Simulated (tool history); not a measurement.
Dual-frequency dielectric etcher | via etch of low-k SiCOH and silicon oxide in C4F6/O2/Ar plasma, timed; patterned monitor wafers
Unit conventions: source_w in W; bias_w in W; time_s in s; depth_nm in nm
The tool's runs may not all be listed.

{"run": 1, "hour": 0.0, "source_w": 340, "bias_w": 150, "time_s": 82, "depth_nm": 214.79}
{"run": 2, "hour": 2.0, "source_w": 320, "bias_w": 149, "time_s": 82, "depth_nm": 210.14}
{"run": 3, "hour": 8.1, "source_w": 320, "bias_w": 175, "time_s": 82, "depth_nm": 217.91}
{"run": 4, "hour": 14.4, "source_w": 300, "bias_w": 175, "time_s": 82, "depth_nm": 213.87}
{"run": 5, "hour": 22.5, "source_w": 300, "bias_w": 175, "time_s": 82, "depth_nm": 214.09}
{"run": 6, "hour": 27.6, "source_w": 280, "bias_w": 168, "time_s": 82, "depth_nm": 206.1}

Forecast run 7:
{"run": 7, "hour": 32.7, "source_w": 270, "bias_w": 165, "time_s": 82, "depth_nm": "?"}

depth_nm: 202.16 nm

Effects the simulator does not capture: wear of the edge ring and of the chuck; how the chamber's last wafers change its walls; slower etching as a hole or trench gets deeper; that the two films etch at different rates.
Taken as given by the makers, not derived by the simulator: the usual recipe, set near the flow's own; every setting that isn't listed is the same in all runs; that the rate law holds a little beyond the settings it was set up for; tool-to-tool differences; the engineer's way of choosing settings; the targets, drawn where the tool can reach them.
